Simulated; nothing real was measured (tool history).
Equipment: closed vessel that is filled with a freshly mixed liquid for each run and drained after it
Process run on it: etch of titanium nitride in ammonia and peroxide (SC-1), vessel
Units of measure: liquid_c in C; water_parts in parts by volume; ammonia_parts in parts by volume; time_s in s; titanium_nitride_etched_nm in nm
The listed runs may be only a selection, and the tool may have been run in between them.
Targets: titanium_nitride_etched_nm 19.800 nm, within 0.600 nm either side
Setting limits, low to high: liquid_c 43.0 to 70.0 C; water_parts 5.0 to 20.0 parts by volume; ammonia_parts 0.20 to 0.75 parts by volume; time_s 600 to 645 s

| run | hour | liquid_c | water_parts | ammonia_parts | time_s | titanium_nitride_etched_nm |
|---|---|---|---|---|---|---|
| 1 | 0.0 | 59.0 | 11.0 | 0.45 | 600 | 53.806 |
| 2 | 2.6 | 54.5 | 11.0 | 0.45 | 600 | 39.823 |
| 3 | 10.4 | 54.5 | 15.0 | 0.45 | 600 | 33.124 |
| 4 | 15.0 | 52.5 | 15.0 | 0.45 | 600 | 29.387 |
| 5 | 22.4 | 51.0 | 15.0 | 0.45 | 600 | 26.022 |
| 6 | 28.9 | 50.0 | 15.0 | 0.45 | 600 | 24.571 |
| 7 | 33.6 | 46.0 | 15.0 | 0.45 | 600 | 18.350 |
| 8 | 39.2 | 46.5 | 15.0 | 0.45 | 600 | 19.170 |

Which single option among these 5 for the next run brings every result within its allowed miss of target? Just one does.
| A | 44.8 | 46.5 | 15.0 | 0.45 | 620 | ? |
| B | 44.8 | 46.0 | 14.5 | 0.40 | 600 | ? |
| C | 44.8 | 46.0 | 14.5 | 0.45 | 600 | ? |
| D | 44.8 | 45.0 | 14.0 | 0.45 | 630 | ? |
| E | 44.8 | 45.5 | 14.5 | 0.45 | 610 | ? |

| move | titanium_nitride_etched_nm |
|---|---|
| A | 19.860 |
| B | 18.487 |
| C | 18.893 |
| D | 18.823 |
| E | 18.533 |
A: hits every target within its allowed miss
B: its largest miss is bigger than the last run's
C: its largest miss is bigger than the last run's
D: its largest miss is bigger than the last run's
E: its largest miss is bigger than the last run's
A is the move that brings every result within its allowed miss.
